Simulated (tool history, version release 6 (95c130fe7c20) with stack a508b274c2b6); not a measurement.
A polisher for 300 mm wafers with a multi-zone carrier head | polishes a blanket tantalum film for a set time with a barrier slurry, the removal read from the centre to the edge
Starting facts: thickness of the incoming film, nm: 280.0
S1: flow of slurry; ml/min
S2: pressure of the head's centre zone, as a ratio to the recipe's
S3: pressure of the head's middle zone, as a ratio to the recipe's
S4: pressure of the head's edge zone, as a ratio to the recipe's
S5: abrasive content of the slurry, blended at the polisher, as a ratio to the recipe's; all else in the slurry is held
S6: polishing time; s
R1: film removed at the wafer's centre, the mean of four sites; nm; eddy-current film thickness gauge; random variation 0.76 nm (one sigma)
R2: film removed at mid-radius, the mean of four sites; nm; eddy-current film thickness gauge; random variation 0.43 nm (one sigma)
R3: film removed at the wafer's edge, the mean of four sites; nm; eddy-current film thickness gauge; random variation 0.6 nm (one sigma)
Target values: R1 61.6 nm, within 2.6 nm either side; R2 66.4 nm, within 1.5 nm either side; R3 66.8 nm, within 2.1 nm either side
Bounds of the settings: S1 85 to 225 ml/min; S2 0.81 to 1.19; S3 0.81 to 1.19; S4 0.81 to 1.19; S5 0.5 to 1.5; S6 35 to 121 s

| run | hour | S1 | S2 | S3 | S4 | S5 | S6 | R1 | R2 | R3 |
|---|---|---|---|---|---|---|---|---|---|---|
| 1 | 0 | 145 | 1 | 1 | 1 | 1 | 78 | 116.45 | 120.14 | 119.9 |
| 2 | 1.4 | 145 | 1 | 1 | 1 | 1 | 71 | 105.74 | 110.28 | 108.6 |
| 3 | 10.4 | 145 | 1.08 | 1 | 1 | 1 | 71 | 110.96 | 110.1 | 108.22 |
| 4 | 12.4 | 110 | 1.08 | 1 | 1 | 1 | 71 | 103.28 | 101.81 | 103.84 |
| 5 | 14.8 | 110 | 1.13 | 1 | 1 | 1 | 71 | 108.68 | 101.92 | 103.02 |
| 6 | 23.8 | 110 | 1.13 | 0.93 | 1 | 1 | 71 | 111.23 | 97.036 | 104.42 |
| 7 | 32.6 | 110 | 1.1 | 0.94 | 0.98 | 0.9 | 68 | 99.738 | 90.472 | 94.943 |
| 8 | 38.5 | 105 | 1.06 | 0.94 | 0.96 | 0.85 | 66 | 90.573 | 85.203 | 88.72 |
| 9 | 41.8 | 105 | 1.03 | 0.94 | 0.94 | 0.8 | 65 | 84.982 | 83.261 | 86.375 |
| 10 | 50.1 | 105 | 1.01 | 0.94 | 0.93 | 0.75 | 64 | 81.74 | 80.204 | 83.18 |
| 11 | 53 | 105 | 0.99 | 0.94 | 0.92 | 0.7 | 63 | 76.207 | 76.981 | 79.1 |
| 12 | 60.9 | 105 | 0.9 | 0.89 | 0.82 | 0.5 | 61 | 61.679 | 64.396 | 65.623 |

Which single option among these 4 for the next run brings every result within its allowed miss of target? Just one does.
| A | 68.8 | 120 | 0.89 | 0.96 | 0.81 | 0.5 | 57 | ? | ? | ? |
| B | 68.8 | 110 | 0.88 | 0.89 | 0.81 | 0.5 | 62 | ? | ? | ? |
| C | 68.8 | 95 | 0.82 | 0.93 | 0.84 | 0.55 | 64 | ? | ? | ? |
| D | 68.8 | 85 | 1 | 0.91 | 0.86 | 0.5 | 64 | ? | ? | ? |

| move | R1 | R2 | R3 |
|---|---|---|---|
| A | 58.447 | 67.352 | 62.78 |
| B | 61.135 | 67.098 | 67.189 |
| C | 57.86 | 70.7 | 70.392 |
| D | 63.723 | 64.377 | 67.016 |
A: corrects the largest miss of the last run, while another result sits out of spec
B: every result within its allowed miss
C: pushes the last run's worst result past its target
D: about as far from the targets as the last run
So the answer is move B, the one that meets all the targets.
